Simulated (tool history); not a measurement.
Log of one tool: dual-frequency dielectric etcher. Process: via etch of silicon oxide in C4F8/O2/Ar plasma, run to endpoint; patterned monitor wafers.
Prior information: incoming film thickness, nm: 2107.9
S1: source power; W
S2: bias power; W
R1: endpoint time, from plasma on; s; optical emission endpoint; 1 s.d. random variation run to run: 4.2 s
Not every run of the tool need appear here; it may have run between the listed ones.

run	day	S1	S2	R1
1	0	1560	2360	432.7
2	0.312	1560	2644	406.95
3	0.392	1560	2394	430.34
4	0.504	1840	2394	396.89
5	0.704	1840	2250	416.44
6	0.754	2020	2250	396.11
7	0.854	1780	2114	430.04

For run 8, what comes out?
8	1.183	1620	2021	?

R1: 454.26 s
